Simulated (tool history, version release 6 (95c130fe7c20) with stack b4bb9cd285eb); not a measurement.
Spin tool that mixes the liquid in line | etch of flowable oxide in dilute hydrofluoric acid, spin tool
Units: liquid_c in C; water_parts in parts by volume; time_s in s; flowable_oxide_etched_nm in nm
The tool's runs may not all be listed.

{"run": 1, "hour": 0.0, "liquid_c": 26.0, "water_parts": 140, "time_s": 95, "flowable_oxide_etched_nm": 19.04}
{"run": 2, "hour": 2.6, "liquid_c": 24.5, "water_parts": 145, "time_s": 95, "flowable_oxide_etched_nm": 17.499}
{"run": 3, "hour": 3.9, "liquid_c": 24.5, "water_parts": 110, "time_s": 95, "flowable_oxide_etched_nm": 23.951}
{"run": 4, "hour": 12.9, "liquid_c": 23.0, "water_parts": 125, "time_s": 95, "flowable_oxide_etched_nm": 19.207}
{"run": 5, "hour": 15.8, "liquid_c": 22.0, "water_parts": 130, "time_s": 95, "flowable_oxide_etched_nm": 17.999}
{"run": 6, "hour": 20.1, "liquid_c": 21.0, "water_parts": 135, "time_s": 95, "flowable_oxide_etched_nm": 16.513}

The next listed run, before its measurement:
{"run": 7, "hour": 22.9, "liquid_c": 20.5, "water_parts": 140, "time_s": 95, "flowable_oxide_etched_nm": "?"}

Run 7 gave flowable_oxide_etched_nm 15.671 nm.
